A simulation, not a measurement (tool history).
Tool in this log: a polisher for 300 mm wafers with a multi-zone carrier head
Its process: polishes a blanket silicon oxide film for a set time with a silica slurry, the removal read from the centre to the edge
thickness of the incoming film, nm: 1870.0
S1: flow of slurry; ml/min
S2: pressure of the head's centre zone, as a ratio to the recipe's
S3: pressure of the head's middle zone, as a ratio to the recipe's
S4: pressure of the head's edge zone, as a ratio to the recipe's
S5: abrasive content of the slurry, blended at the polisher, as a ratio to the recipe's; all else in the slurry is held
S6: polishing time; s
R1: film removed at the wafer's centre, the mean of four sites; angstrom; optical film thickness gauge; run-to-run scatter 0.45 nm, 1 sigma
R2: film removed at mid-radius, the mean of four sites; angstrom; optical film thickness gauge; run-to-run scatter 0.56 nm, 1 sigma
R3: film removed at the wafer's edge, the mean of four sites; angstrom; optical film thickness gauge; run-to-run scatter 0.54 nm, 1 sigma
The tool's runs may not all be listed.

{"run": 1, "hour": 0.0, "S1": 215, "S2": 1, "S3": 1, "S4": 1, "S5": 1, "S6": 30, "R1": 634.14, "R2": 615.28, "R3": 620.12}
{"run": 2, "hour": 8.3, "S1": 210, "S2": 0.98, "S3": 1, "S4": 0.98, "S5": 0.9, "S6": 30, "R1": 594, "R2": 589.42, "R3": 597.04}
{"run": 3, "hour": 10.4, "S1": 210, "S2": 0.98, "S3": 1, "S4": 0.93, "S5": 0.9, "S6": 30, "R1": 586.54, "R2": 601.06, "R3": 563.65}
{"run": 4, "hour": 13.8, "S1": 205, "S2": 0.96, "S3": 0.98, "S4": 0.92, "S5": 0.85, "S6": 30, "R1": 551.38, "R2": 550.54, "R3": 543.6}
{"run": 5, "hour": 21.9, "S1": 205, "S2": 0.96, "S3": 0.98, "S4": 0.88, "S5": 0.85, "S6": 30, "R1": 552.82, "R2": 565.71, "R3": 545.18}
{"run": 6, "hour": 28.0, "S1": 205, "S2": 0.96, "S3": 0.98, "S4": 0.93, "S5": 0.85, "S6": 30, "R1": 563.37, "R2": 560.21, "R3": 553.94}
{"run": 7, "hour": 34.9, "S1": 200, "S2": 0.94, "S3": 0.98, "S4": 0.92, "S5": 0.8, "S6": 30, "R1": 533.85, "R2": 556.21, "R3": 536.49}
{"run": 8, "hour": 36.0, "S1": 195, "S2": 0.92, "S3": 0.97, "S4": 0.91, "S5": 0.75, "S6": 30, "R1": 509.27, "R2": 522.3, "R3": 513.48}
{"run": 9, "hour": 42.9, "S1": 190, "S2": 0.9, "S3": 0.97, "S4": 0.9, "S5": 0.75, "S6": 30, "R1": 495, "R2": 523.61, "R3": 505.52}
{"run": 10, "hour": 49.6, "S1": 165, "S2": 0.81, "S3": 0.9, "S4": 0.85, "S5": 0.55, "S6": 30, "R1": 372.37, "R2": 426.2, "R3": 431.07}
{"run": 11, "hour": 50.8, "S1": 165, "S2": 0.81, "S3": 0.9, "S4": 0.85, "S5": 0.55, "S6": 30, "R1": 367.29, "R2": 420.88, "R3": 430.71}
{"run": 12, "hour": 53.9, "S1": 175, "S2": 0.82, "S3": 0.91, "S4": 0.85, "S5": 0.55, "S6": 30, "R1": 385.39, "R2": 420.78, "R3": 424.9}
{"run": 13, "hour": 59.0, "S1": 175, "S2": 0.82, "S3": 0.92, "S4": 0.86, "S5": 0.55, "S6": 30, "R1": 377.45, "R2": 422.85, "R3": 417.94}
{"run": 14, "hour": 63.0, "S1": 215, "S2": 0.85, "S3": 0.93, "S4": 0.9, "S5": 0.65, "S6": 30, "R1": 441.74, "R2": 485.83, "R3": 483.14}
{"run": 15, "hour": 71.4, "S1": 210, "S2": 0.85, "S3": 0.93, "S4": 0.89, "S5": 0.65, "S6": 30, "R1": 447.09, "R2": 476.35, "R3": 480.93}
{"run": 16, "hour": 79.1, "S1": 210, "S2": 0.85, "S3": 0.93, "S4": 0.89, "S5": 0.65, "S6": 30, "R1": 439.41, "R2": 485.22, "R3": 492.27}
{"run": 17, "hour": 84.1, "S1": 205, "S2": 0.85, "S3": 0.93, "S4": 0.88, "S5": 0.65, "S6": 30, "R1": 447.41, "R2": 484.67, "R3": 487.28}

Forecast run 18:
{"run": 18, "hour": 89.3, "S1": 200, "S2": 0.85, "S3": 0.93, "S4": 0.88, "S5": 0.65, "S6": 30, "R1": "?", "R2": "?", "R3": "?"}

{"run 18": {"R1": 443.24, "R2": 476.27, "R3": 476.99}}
